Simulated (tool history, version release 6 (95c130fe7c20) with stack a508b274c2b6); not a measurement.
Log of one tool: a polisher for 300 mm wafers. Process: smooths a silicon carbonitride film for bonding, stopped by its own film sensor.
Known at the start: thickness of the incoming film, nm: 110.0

run  hour  flow of slurry (ml/min)  pressure of the wafer on the pad (psi)  speed of the pad under the wafer (m/s)  abrasive content of the slurry  target thickness at which the film sensor stops the polish (Å)  time until the film sensor stopped the polish (s)
  1     0                      200                                     2.7                                    0.94                               1                                                             990                                             31.624
  2   1.9                      200                                     2.5                                    0.92                               1                                                             990                                             34.105
  3   9.5                      200                                     2.3                                     0.9                               1                                                             990                                              37.58
  4  15.1                      200                                     2.1                                    0.88                               1                                                             990                                             39.495
  5  18.3                      200                                       2                                    0.86                               1                                                             990                                             40.547
  6  25.4                      200                                     1.9                                    0.82                               1                                                             990                                             44.054

Run 7 comes next. What will it give?
  7  30.8                      200                                     1.8                                     0.8                               1                                                             990                                                  ?

Run 7 gave time until the film sensor stopped the polish (s) 47.427.
